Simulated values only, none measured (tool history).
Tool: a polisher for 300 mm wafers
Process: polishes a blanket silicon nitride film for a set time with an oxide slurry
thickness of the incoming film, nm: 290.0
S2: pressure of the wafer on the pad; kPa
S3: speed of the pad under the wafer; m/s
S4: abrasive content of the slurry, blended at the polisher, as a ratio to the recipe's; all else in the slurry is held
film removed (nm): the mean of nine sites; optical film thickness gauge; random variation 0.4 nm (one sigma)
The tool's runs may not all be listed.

run 1 hour=0 | flow_of_slurry_(ml/min)=290 S2=19.3 S3=1.24 S4=1 polishing_time_(s)=36 | film_removed_(nm)=25.75
run 2 hour=3.2 | flow_of_slurry_(ml/min)=290 S2=19.3 S3=1.24 S4=1 polishing_time_(s)=32 | film_removed_(nm)=22.5
run 3 hour=3.9 | flow_of_slurry_(ml/min)=290 S2=19.3 S3=1.24 S4=1.15 polishing_time_(s)=32 | film_removed_(nm)=23.651
run 4 hour=12.8 | flow_of_slurry_(ml/min)=290 S2=20.7 S3=1.24 S4=1.15 polishing_time_(s)=32 | film_removed_(nm)=25.24
run 5 hour=19.9 | flow_of_slurry_(ml/min)=290 S2=24.1 S3=1.24 S4=1.15 polishing_time_(s)=32 | film_removed_(nm)=28.787
run 6 hour=27.5 | flow_of_slurry_(ml/min)=290 S2=24.1 S3=1.24 S4=1 polishing_time_(s)=32 | film_removed_(nm)=28.152

The next listed run, before its measurement:
run 7 hour=29.1 | flow_of_slurry_(ml/min)=290 S2=24.8 S3=1.24 S4=1 polishing_time_(s)=32 | film_removed_(nm)=?

film removed (nm): 28.191
